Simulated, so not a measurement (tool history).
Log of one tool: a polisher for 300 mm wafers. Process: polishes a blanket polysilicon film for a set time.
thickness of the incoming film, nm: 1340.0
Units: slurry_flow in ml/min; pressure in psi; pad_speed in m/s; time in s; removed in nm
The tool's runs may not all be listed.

run  hour  slurry_flow  pressure  pad_speed  time  removed
  1   0.0          255       2.0       0.82    47   214.43
  2   3.1          255       2.1       0.82    47   224.80
  3   7.4          255       2.2       0.82    47   236.42
  4  10.2          195       2.2       0.82    47   230.70
  5  16.8          195       2.3       0.82    47   243.20
  6  23.9          195       2.3       0.76    47   219.20
  7  27.1          195       2.4       0.76    47   232.45

Run 8 comes next. What will it give?
  8  28.2          195       2.5       0.76    47        ?

Run 8 gave removed 244.63 nm.
